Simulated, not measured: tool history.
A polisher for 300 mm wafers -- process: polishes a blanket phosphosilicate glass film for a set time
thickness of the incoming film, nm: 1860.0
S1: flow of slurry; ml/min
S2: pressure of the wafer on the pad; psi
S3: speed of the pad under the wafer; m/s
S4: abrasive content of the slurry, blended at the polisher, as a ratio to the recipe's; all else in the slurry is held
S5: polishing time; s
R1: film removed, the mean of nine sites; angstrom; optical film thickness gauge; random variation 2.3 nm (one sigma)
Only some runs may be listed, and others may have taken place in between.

{"run": 1, "day": 0.0, "S1": 175, "S2": 2.4, "S3": 1.06, "S4": 1, "S5": 116, "R1": 7173.9}
{"run": 2, "day": 0.221, "S1": 205, "S2": 2.4, "S3": 1.06, "S4": 1, "S5": 116, "R1": 7272.8}
{"run": 3, "day": 0.346, "S1": 205, "S2": 2.1, "S3": 1.06, "S4": 1, "S5": 116, "R1": 6570.4}
{"run": 4, "day": 0.433, "S1": 200, "S2": 2, "S3": 1, "S4": 1, "S5": 116, "R1": 5945.3}
{"run": 5, "day": 0.783, "S1": 200, "S2": 2, "S3": 1, "S4": 1, "S5": 122, "R1": 6272.3}
{"run": 6, "day": 0.938, "S1": 160, "S2": 2, "S3": 1, "S4": 1, "S5": 122, "R1": 6073.2}
{"run": 7, "day": 1.254, "S1": 155, "S2": 1.9, "S3": 0.96, "S4": 1, "S5": 122, "R1": 5495.8}
{"run": 8, "day": 1.329, "S1": 120, "S2": 1.3, "S3": 0.76, "S4": 1, "S5": 122, "R1": 3269.6}

Run 9 is up next; what results do you expect?
{"run": 9, "day": 1.7, "S1": 115, "S2": 1.3, "S3": 0.76, "S4": 1, "S5": 122, "R1": "?"}

R1: 3278.2 angstrom
